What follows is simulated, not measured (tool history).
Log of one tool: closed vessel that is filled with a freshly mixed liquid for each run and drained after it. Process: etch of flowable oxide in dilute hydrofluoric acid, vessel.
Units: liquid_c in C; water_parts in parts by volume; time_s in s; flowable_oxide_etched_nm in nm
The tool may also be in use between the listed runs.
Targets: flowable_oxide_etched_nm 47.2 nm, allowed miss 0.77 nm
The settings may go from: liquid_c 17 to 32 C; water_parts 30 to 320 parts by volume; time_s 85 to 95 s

run 1 hour=0 | liquid_c=24 water_parts=175 time_s=85 | flowable_oxide_etched_nm=19.198
run 2 hour=6.5 | liquid_c=24 water_parts=175 time_s=95 | flowable_oxide_etched_nm=21.564
run 3 hour=7.7 | liquid_c=24 water_parts=175 time_s=95 | flowable_oxide_etched_nm=21.355
run 4 hour=13.8 | liquid_c=24 water_parts=235 time_s=95 | flowable_oxide_etched_nm=15.025
run 5 hour=15.4 | liquid_c=25.5 water_parts=205 time_s=95 | flowable_oxide_etched_nm=18.828
run 6 hour=18.3 | liquid_c=25.5 water_parts=235 time_s=95 | flowable_oxide_etched_nm=15.972
run 7 hour=23.9 | liquid_c=25.5 water_parts=235 time_s=95 | flowable_oxide_etched_nm=15.959
run 8 hour=32.9 | liquid_c=27 water_parts=205 time_s=95 | flowable_oxide_etched_nm=19.804
run 9 hour=39.8 | liquid_c=28 water_parts=180 time_s=95 | flowable_oxide_etched_nm=24.152
run 10 hour=47.6 | liquid_c=32 water_parts=110 time_s=95 | flowable_oxide_etched_nm=50.163
run 11 hour=55.7 | liquid_c=31.5 water_parts=110 time_s=95 | flowable_oxide_etched_nm=48.93
run 12 hour=61.5 | liquid_c=31 water_parts=110 time_s=95 | flowable_oxide_etched_nm=48.115

5 next moves are on the table. One of them brings every result within its allowed miss. Which?
run A hour=67.3 | liquid_c=30.5 water_parts=105 time_s=95 | flowable_oxide_etched_nm=?
run B hour=67.3 | liquid_c=28 water_parts=95 time_s=85 | flowable_oxide_etched_nm=?
run C hour=67.3 | liquid_c=31 water_parts=115 time_s=95 | flowable_oxide_etched_nm=?
run D hour=67.3 | liquid_c=32 water_parts=120 time_s=95 | flowable_oxide_etched_nm=?
run E hour=67.3 | liquid_c=30.5 water_parts=100 time_s=85 | flowable_oxide_etched_nm=?

move=A flowable_oxide_etched_nm=50.312
move=B flowable_oxide_etched_nm=45.907
move=C flowable_oxide_etched_nm=46.135
move=D flowable_oxide_etched_nm=45.527
move=E flowable_oxide_etched_nm=47.605
A: further off than the last run
B: takes the result that was furthest off past its target
C: takes the result that was furthest off past its target
D: takes the result that was furthest off past its target
E: meets every target
The right move is E.
